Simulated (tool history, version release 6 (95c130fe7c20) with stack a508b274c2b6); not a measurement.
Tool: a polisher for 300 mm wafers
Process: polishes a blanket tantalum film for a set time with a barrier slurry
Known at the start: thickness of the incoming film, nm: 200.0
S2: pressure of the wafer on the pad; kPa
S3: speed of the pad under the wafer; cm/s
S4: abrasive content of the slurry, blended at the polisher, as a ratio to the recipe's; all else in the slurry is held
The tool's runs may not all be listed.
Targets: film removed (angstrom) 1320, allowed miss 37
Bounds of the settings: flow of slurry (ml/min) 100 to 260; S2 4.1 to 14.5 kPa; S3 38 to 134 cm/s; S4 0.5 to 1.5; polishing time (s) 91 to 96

run 1 hour=0 | flow_of_slurry_(ml/min)=165 S2=9 S3=86 S4=1 polishing_time_(s)=91 | film_removed_(angstrom)=762.86
run 2 hour=2 | flow_of_slurry_(ml/min)=165 S2=11.7 S3=86 S4=1 polishing_time_(s)=91 | film_removed_(angstrom)=963.1
run 3 hour=4.3 | flow_of_slurry_(ml/min)=185 S2=11.7 S3=86 S4=1 polishing_time_(s)=91 | film_removed_(angstrom)=1004.8
run 4 hour=10.7 | flow_of_slurry_(ml/min)=185 S2=11.7 S3=86 S4=0.85 polishing_time_(s)=91 | film_removed_(angstrom)=947.84
run 5 hour=16.2 | flow_of_slurry_(ml/min)=190 S2=11.7 S3=86 S4=0.85 polishing_time_(s)=91 | film_removed_(angstrom)=963.01
run 6 hour=18.4 | flow_of_slurry_(ml/min)=190 S2=13.8 S3=86 S4=0.85 polishing_time_(s)=91 | film_removed_(angstrom)=1120.3
run 7 hour=26.5 | flow_of_slurry_(ml/min)=195 S2=13.8 S3=86 S4=0.85 polishing_time_(s)=91 | film_removed_(angstrom)=1118.3
run 8 hour=31.9 | flow_of_slurry_(ml/min)=195 S2=13.8 S3=86 S4=0.85 polishing_time_(s)=91 | film_removed_(angstrom)=1127.5
run 9 hour=37.9 | flow_of_slurry_(ml/min)=225 S2=14.5 S3=92 S4=0.85 polishing_time_(s)=91 | film_removed_(angstrom)=1272.8

5 next moves are on the table. One of them brings every result within its allowed miss. Which?
run A hour=43.9 | flow_of_slurry_(ml/min)=210 S2=14.5 S3=86 S4=0.9 polishing_time_(s)=93 | film_removed_(angstrom)=?
run B hour=43.9 | flow_of_slurry_(ml/min)=195 S2=13.8 S3=92 S4=0.85 polishing_time_(s)=92 | film_removed_(angstrom)=?
run C hour=43.9 | flow_of_slurry_(ml/min)=225 S2=14.5 S3=88 S4=0.85 polishing_time_(s)=92 | film_removed_(angstrom)=?
run D hour=43.9 | flow_of_slurry_(ml/min)=215 S2=14.5 S3=98 S4=0.7 polishing_time_(s)=95 | film_removed_(angstrom)=?
run E hour=43.9 | flow_of_slurry_(ml/min)=260 S2=13.8 S3=84 S4=1.05 polishing_time_(s)=91 | film_removed_(angstrom)=?

move=A film_removed_(angstrom)=1218.1
move=B film_removed_(angstrom)=1190.5
move=C film_removed_(angstrom)=1221.6
move=D film_removed_(angstrom)=1305.4
move=E film_removed_(angstrom)=1190.2
A: further off than the last run
B: further off than the last run
C: further off than the last run
D: meets every target
E: further off than the last run
Answer: D
